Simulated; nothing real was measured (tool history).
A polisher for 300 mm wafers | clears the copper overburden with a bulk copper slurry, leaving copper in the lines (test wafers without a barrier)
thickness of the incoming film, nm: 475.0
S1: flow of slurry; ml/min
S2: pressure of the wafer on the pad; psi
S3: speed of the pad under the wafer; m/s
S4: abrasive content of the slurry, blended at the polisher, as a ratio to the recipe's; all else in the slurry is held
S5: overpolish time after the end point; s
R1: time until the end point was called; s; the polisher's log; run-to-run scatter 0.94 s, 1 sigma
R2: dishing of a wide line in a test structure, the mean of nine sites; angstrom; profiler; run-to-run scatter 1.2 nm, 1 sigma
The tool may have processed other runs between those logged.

{"run": 1, "hour": 0.0, "S1": 305, "S2": 1.8, "S3": 0.94, "S4": 1, "S5": 28, "R1": 89.216, "R2": 702.5}
{"run": 2, "hour": 6.6, "S1": 305, "S2": 1.8, "S3": 1.04, "S4": 1, "S5": 28, "R1": 80.003, "R2": 729.2}
{"run": 3, "hour": 11.1, "S1": 305, "S2": 1.7, "S3": 1.02, "S4": 1, "S5": 32, "R1": 85.549, "R2": 742.04}
{"run": 4, "hour": 13.5, "S1": 305, "S2": 1.7, "S3": 1, "S4": 1, "S5": 36, "R1": 85.484, "R2": 782.8}
{"run": 5, "hour": 18.2, "S1": 305, "S2": 1.7, "S3": 1, "S4": 1, "S5": 46, "R1": 85.38, "R2": 874.1}
{"run": 6, "hour": 23.5, "S1": 305, "S2": 1.6, "S3": 1, "S4": 1, "S5": 48, "R1": 89.225, "R2": 877.5}
{"run": 7, "hour": 24.3, "S1": 305, "S2": 1.6, "S3": 1, "S4": 1, "S5": 49, "R1": 90.479, "R2": 856.02}

Run 8 comes next. What will it give?
{"run": 8, "hour": 25.2, "S1": 305, "S2": 1.6, "S3": 0.98, "S4": 1, "S5": 50, "R1": "?", "R2": "?"}

{"run 8": {"R1": 90.975, "R2": 878.06}}
